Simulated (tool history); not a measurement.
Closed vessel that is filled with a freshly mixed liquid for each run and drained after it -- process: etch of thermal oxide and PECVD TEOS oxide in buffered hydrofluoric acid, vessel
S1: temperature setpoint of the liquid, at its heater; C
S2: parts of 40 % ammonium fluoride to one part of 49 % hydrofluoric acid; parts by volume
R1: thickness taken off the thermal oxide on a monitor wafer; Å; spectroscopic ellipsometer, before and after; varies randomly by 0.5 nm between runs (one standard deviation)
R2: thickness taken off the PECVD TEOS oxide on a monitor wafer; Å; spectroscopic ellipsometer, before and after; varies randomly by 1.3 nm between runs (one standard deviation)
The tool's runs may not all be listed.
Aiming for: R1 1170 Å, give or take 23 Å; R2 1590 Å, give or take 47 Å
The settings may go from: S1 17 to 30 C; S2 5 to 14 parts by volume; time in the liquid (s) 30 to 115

Run 1, hour 0: S1 22 C, S2 8.5 parts by volume, time in the liquid (s) 60. Result: R1 662.71 Å, R2 890.97 Å.
Run 2, hour 5.8: S1 24.5 C, S2 8 parts by volume, time in the liquid (s) 60. Result: R1 812.27 Å, R2 1094.6 Å.
Run 3, hour 7.8: S1 26 C, S2 8 parts by volume, time in the liquid (s) 60. Result: R1 881.76 Å, R2 1207.1 Å.
Run 4, hour 13: S1 27 C, S2 8 parts by volume, time in the liquid (s) 60. Result: R1 929.72 Å, R2 1257 Å.
Run 5, hour 20.4: S1 28 C, S2 8 parts by volume, time in the liquid (s) 60. Result: R1 979.16 Å, R2 1335.7 Å.
Run 6, hour 23.1: S1 28.5 C, S2 8 parts by volume, time in the liquid (s) 60. Result: R1 999.92 Å, R2 1391.5 Å.
Run 7, hour 26.2: S1 29 C, S2 7.5 parts by volume, time in the liquid (s) 60. Result: R1 1110.9 Å, R2 1508.6 Å.
Run 8, hour 28.6: S1 29.5 C, S2 7.5 parts by volume, time in the liquid (s) 60. Result: R1 1131.6 Å, R2 1549.5 Å.

Exactly one of the 5 candidate moves below puts every result within its allowed miss. Which one?
Run A, hour 31: S1 30 C, S2 8 parts by volume, time in the liquid (s) 65. Result: R1 ?, R2 ?.
Run B, hour 31: S1 27 C, S2 6 parts by volume, time in the liquid (s) 55. Result: R1 ?, R2 ?.
Run C, hour 31: S1 29.5 C, S2 8 parts by volume, time in the liquid (s) 60. Result: R1 ?, R2 ?.
Run D, hour 31: S1 29 C, S2 7.5 parts by volume, time in the liquid (s) 60. Result: R1 ?, R2 ?.
Run E, hour 31: S1 30 C, S2 11.5 parts by volume, time in the liquid (s) 85. Result: R1 ?, R2 ?.

move      R1      R2
   A  1188.4  1577.6
   B  1132.5  1503.5
   C  1068.5  1418.5
   D  1115.9  1481.5
   E  1117.6  1483.6
A: hits every target within its allowed miss
B: its largest miss is bigger than the last run's
C: its largest miss is bigger than the last run's
D: its largest miss is bigger than the last run's
E: its largest miss is bigger than the last run's
Move A is the one to make.

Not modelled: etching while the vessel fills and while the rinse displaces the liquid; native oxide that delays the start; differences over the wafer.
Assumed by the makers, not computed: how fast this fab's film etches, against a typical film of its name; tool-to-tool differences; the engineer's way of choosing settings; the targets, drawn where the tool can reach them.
